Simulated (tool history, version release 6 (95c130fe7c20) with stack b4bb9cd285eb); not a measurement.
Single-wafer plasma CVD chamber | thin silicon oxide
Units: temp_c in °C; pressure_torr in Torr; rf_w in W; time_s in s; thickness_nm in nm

| run | hour | temp_c | pressure_torr | rf_w | time_s | thickness_nm |
|---|---|---|---|---|---|---|
| 1 | 0.0 | 415 | 0.714 | 275 | 12.30 | 19.585 |
| 2 | 3.7 | 404 | 0.714 | 275 | 12.30 | 19.541 |
| 3 | 11.6 | 400 | 0.714 | 275 | 12.30 | 19.544 |
| 4 | 16.5 | 400 | 0.743 | 275 | 12.30 | 20.328 |
| 5 | 18.1 | 400 | 0.766 | 275 | 12.30 | 20.789 |
| 6 | 26.7 | 400 | 0.658 | 275 | 12.30 | 18.244 |

Run 7 comes next. What will it give?
|  | 29.8 | capacitance manometer re-zeroed and calibrated |
| 7 | 29.8 | 400 | 0.801 | 280 | 12.30 | ? |

Run 7 gave thickness_nm 20.665 nm.
